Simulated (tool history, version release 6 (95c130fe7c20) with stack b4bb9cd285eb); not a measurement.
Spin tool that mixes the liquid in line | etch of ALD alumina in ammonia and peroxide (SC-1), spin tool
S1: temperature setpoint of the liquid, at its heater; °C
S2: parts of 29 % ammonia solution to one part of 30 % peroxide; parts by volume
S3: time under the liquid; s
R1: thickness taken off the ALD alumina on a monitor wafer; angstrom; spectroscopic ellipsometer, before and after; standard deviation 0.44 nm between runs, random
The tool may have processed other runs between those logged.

{"run": 1, "day": 0.0, "S1": 59, "S2": 0.65, "S3": 325, "R1": 264.28}
{"run": 2, "day": 0.342, "S1": 59, "S2": 0.8, "S3": 325, "R1": 261.71}
{"run": 3, "day": 0.367, "S1": 62, "S2": 0.8, "S3": 325, "R1": 311.67}
{"run": 4, "day": 0.45, "S1": 64, "S2": 0.8, "S3": 325, "R1": 353.13}
{"run": 5, "day": 0.588, "S1": 65.5, "S2": 0.8, "S3": 325, "R1": 369.3}
{"run": 6, "day": 0.821, "S1": 70, "S2": 0.8, "S3": 325, "R1": 463.96}
{"day": 0.904, "done": "thermometer replaced"}
{"run": 7, "day": 0.904, "S1": 69.5, "S2": 0.8, "S3": 325, "R1": 481.32}

Run 8 comes next. What will it give?
{"run": 8, "day": 1.158, "S1": 69, "S2": 0.8, "S3": 325, "R1": "?"}

R1: 484.56 angstrom
